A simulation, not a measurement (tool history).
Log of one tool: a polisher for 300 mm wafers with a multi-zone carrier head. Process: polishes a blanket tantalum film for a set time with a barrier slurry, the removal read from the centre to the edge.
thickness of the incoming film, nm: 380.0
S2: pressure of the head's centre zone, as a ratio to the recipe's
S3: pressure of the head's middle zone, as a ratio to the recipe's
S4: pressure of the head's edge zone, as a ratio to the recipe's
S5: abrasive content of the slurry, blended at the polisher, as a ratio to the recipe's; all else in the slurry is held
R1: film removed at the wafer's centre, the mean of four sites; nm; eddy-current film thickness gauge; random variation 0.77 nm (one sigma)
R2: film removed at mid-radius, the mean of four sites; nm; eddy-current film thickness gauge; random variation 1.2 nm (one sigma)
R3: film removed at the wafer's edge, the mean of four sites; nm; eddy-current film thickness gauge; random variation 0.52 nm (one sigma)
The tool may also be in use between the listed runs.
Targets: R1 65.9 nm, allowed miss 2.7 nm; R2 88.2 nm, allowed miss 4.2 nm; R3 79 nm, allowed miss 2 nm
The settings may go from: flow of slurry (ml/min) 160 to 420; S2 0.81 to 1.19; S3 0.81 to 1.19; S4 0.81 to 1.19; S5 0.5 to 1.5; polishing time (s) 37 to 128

run 1 hour=0 | flow_of_slurry_(ml/min)=270 S2=1 S3=1 S4=1 S5=1 polishing_time_(s)=82 | R1=106.32 R2=107.67 R3=108.38
run 2 hour=5.6 | flow_of_slurry_(ml/min)=270 S2=1 S3=1 S4=1 S5=1 polishing_time_(s)=94 | R1=119.68 R2=122.22 R3=123.55
run 3 hour=10.8 | flow_of_slurry_(ml/min)=270 S2=1 S3=1 S4=1 S5=1.15 polishing_time_(s)=94 | R1=124.66 R2=128.78 R3=128.13
run 4 hour=16.4 | flow_of_slurry_(ml/min)=260 S2=0.96 S3=1.02 S4=0.98 S5=1 polishing_time_(s)=89 | R1=107.4 R2=119.63 R3=115.95
run 5 hour=20 | flow_of_slurry_(ml/min)=255 S2=0.94 S3=1.02 S4=0.95 S5=0.9 polishing_time_(s)=85 | R1=98.761 R2=109.75 R3=105.63
run 6 hour=28 | flow_of_slurry_(ml/min)=255 S2=0.94 S3=1.02 S4=1.01 S5=0.9 polishing_time_(s)=85 | R1=97.47 R2=108.54 R3=108.99
run 7 hour=29.5 | flow_of_slurry_(ml/min)=220 S2=0.84 S3=1.08 S4=0.91 S5=0.65 polishing_time_(s)=71 | R1=62.682 R2=81.577 R3=74.963
run 8 hour=38.2 | flow_of_slurry_(ml/min)=230 S2=0.84 S3=1.09 S4=0.92 S5=0.65 polishing_time_(s)=71 | R1=64.221 R2=82.55 R3=74.754
run 9 hour=44 | flow_of_slurry_(ml/min)=235 S2=0.84 S3=1.1 S4=0.93 S5=0.65 polishing_time_(s)=71 | R1=63.418 R2=82.393 R3=75.673
run 10 hour=50 | flow_of_slurry_(ml/min)=240 S2=0.84 S3=1.11 S4=0.94 S5=0.65 polishing_time_(s)=71 | R1=62.706 R2=85.565 R3=76.007
run 11 hour=55.4 | flow_of_slurry_(ml/min)=245 S2=0.85 S3=1.11 S4=0.95 S5=0.65 polishing_time_(s)=71 | R1=63.74 R2=84.906 R3=76.862

4 next moves are on the table. One of them brings every result within its allowed miss. Which?
run A hour=60.8 | flow_of_slurry_(ml/min)=325 S2=0.83 S3=1.12 S4=0.94 S5=0.85 polishing_time_(s)=64 | R1=? R2=? R3=?
run B hour=60.8 | flow_of_slurry_(ml/min)=255 S2=0.83 S3=1 S4=1.16 S5=0.55 polishing_time_(s)=75 | R1=? R2=? R3=?
run C hour=60.8 | flow_of_slurry_(ml/min)=285 S2=0.81 S3=0.88 S4=0.98 S5=0.8 polishing_time_(s)=69 | R1=? R2=? R3=?
run D hour=60.8 | flow_of_slurry_(ml/min)=235 S2=0.84 S3=1.02 S4=1.05 S5=0.65 polishing_time_(s)=73 | R1=? R2=? R3=?

move=A R1=65.574 R2=87.848 R3=79.056
move=B R1=61.706 R2=76.048 R3=83.475
move=C R1=66.347 R2=76.182 R3=84.371
move=D R1=65.118 R2=80.585 R3=83.04
A: meets every target
B: takes the result that was furthest off past its target
C: takes the result that was furthest off past its target
D: takes the result that was furthest off past its target
Answer: A
